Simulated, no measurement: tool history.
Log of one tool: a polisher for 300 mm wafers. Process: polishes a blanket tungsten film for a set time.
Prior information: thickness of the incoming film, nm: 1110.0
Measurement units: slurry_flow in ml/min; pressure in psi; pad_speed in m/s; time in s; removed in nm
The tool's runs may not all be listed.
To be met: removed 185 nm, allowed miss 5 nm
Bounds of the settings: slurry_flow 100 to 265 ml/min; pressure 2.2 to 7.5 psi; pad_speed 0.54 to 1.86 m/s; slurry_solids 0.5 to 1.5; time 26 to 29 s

run	hour	slurry_flow	pressure	pad_speed	slurry_solids	time	removed
1	0	170	4.8	1.18	1	29	226.26
2	6.2	195	4.8	1.18	1	29	230.14
3	10.3	155	4.8	1.18	1	29	224.51
4	11.6	155	4.8	1.18	1	26	200.7
5	19.4	155	4.8	1.18	1	29	224.75
6	25.5	155	4.8	1.18	0.8	29	214.92
7	32.9	150	4.7	1.18	0.8	29	208.81
8	36.9	145	4.6	1.18	0.8	29	204.75
9	39.7	140	4.5	1.18	0.8	29	199.6
10	46.1	140	4.4	1.18	0.8	29	194.86
11	48.7	135	4.4	1.18	0.8	29	194.4
# hour 57.2: head pressure recalibrated
12	57.2	130	4.3	1.18	0.8	29	178.89

Next run, 4 choices. One meets every target within its allowed miss, the rest don't. Which?
A	65.7	185	4.4	1.3	0.65	27	?
B	65.7	110	5.2	1.2	0.5	26	?
C	65.7	150	4	1.48	0.65	29	?
D	65.7	110	5	1.16	0.85	26	?

move	removed
A	184.87
B	171.76
C	191.41
D	176.12
A: every result lands within tolerance
B: misses by more than the last run did
C: the result that was furthest off in the last run now lies on the other side of its target
D: misses by more than the last run did
So the answer is move A, the one that meets all the targets.
